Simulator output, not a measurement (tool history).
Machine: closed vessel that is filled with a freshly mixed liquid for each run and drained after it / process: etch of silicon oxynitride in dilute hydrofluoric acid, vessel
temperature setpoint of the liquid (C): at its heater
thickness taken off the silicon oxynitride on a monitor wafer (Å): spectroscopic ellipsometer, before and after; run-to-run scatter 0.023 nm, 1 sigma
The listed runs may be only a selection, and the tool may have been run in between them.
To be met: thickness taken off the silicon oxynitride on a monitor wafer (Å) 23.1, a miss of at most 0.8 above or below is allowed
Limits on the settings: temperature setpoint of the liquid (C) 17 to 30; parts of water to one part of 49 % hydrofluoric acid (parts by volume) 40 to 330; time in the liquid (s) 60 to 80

| run | hour | temperature setpoint of the liquid (C) | parts of water to one part of 49 % hydrofluoric acid (parts by volume) | time in the liquid (s) | thickness taken off the silicon oxynitride on a monitor wafer (Å) |
|---|---|---|---|---|---|
| 1 | 0 | 22 | 185 | 80 | 15.544 |
| 2 | 4.2 | 22 | 220 | 80 | 12.571 |
| 3 | 6.7 | 22 | 220 | 60 | 9.7146 |
| 4 | 14.6 | 22 | 255 | 60 | 8.0382 |
|  | 19.1 | thermometer replaced |
| 5 | 19.1 | 23.5 | 255 | 60 | 9.4247 |
| 6 | 21.1 | 26 | 255 | 60 | 10.647 |
| 7 | 23.9 | 27 | 240 | 60 | 11.741 |
| 8 | 30.9 | 27.5 | 220 | 60 | 13.425 |
| 9 | 32 | 28 | 205 | 60 | 14.706 |
| 10 | 37 | 28.5 | 190 | 60 | 16.335 |
| 11 | 41.9 | 30 | 135 | 60 | 26.309 |
| 12 | 47.2 | 29.5 | 135 | 60 | 25.404 |
| 13 | 48.4 | 29 | 135 | 60 | 24.885 |
| 14 | 51.4 | 28.5 | 135 | 60 | 24.58 |
| 15 | 55.5 | 28 | 135 | 60 | 23.802 |

Which of these 4 next moves meets every target?
| A | 59.6 | 30 | 140 | 60 | ? |
| B | 59.6 | 28 | 130 | 60 | ? |
| C | 59.6 | 27.5 | 125 | 60 | ? |
| D | 59.6 | 25.5 | 125 | 60 | ? |

| move | thickness taken off the silicon oxynitride on a monitor wafer (Å) |
|---|---|
| A | 25.157 |
| B | 25.039 |
| C | 25.579 |
| D | 23.355 |
A: the biggest miss grows against the last run
B: the biggest miss grows against the last run
C: the biggest miss grows against the last run
D: every result within its allowed miss
Move D is the one to make.
